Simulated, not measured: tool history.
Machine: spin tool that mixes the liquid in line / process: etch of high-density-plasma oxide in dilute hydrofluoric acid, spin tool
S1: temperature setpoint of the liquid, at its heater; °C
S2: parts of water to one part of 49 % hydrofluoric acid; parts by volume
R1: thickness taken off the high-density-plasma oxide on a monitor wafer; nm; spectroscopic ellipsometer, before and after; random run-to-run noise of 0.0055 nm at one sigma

{"run": 1, "hour": 0.0, "S1": 24, "S2": 195, "time under the liquid (s)": 85, "R1": 2.1592}
{"run": 2, "hour": 4.8, "S1": 22, "S2": 230, "time under the liquid (s)": 85, "R1": 1.6059}
{"run": 3, "hour": 9.7, "S1": 25, "S2": 230, "time under the liquid (s)": 85, "R1": 1.7934}
{"run": 4, "hour": 16.7, "S1": 25, "S2": 190, "time under the liquid (s)": 85, "R1": 2.266}
{"run": 5, "hour": 20.4, "S1": 25, "S2": 190, "time under the liquid (s)": 65, "R1": 1.7406}
{"run": 6, "hour": 27.2, "S1": 25, "S2": 235, "time under the liquid (s)": 65, "R1": 1.3216}
{"run": 7, "hour": 34.0, "S1": 24, "S2": 255, "time under the liquid (s)": 65, "R1": 1.1628}

Predict the results of run 8:
{"hour": 35.5, "done": "thermometer replaced"}
{"run": 8, "hour": 35.5, "S1": 20, "S2": 305, "time under the liquid (s)": 65, "R1": "?"}

Logged for run 8: R1 0.74964 nm.

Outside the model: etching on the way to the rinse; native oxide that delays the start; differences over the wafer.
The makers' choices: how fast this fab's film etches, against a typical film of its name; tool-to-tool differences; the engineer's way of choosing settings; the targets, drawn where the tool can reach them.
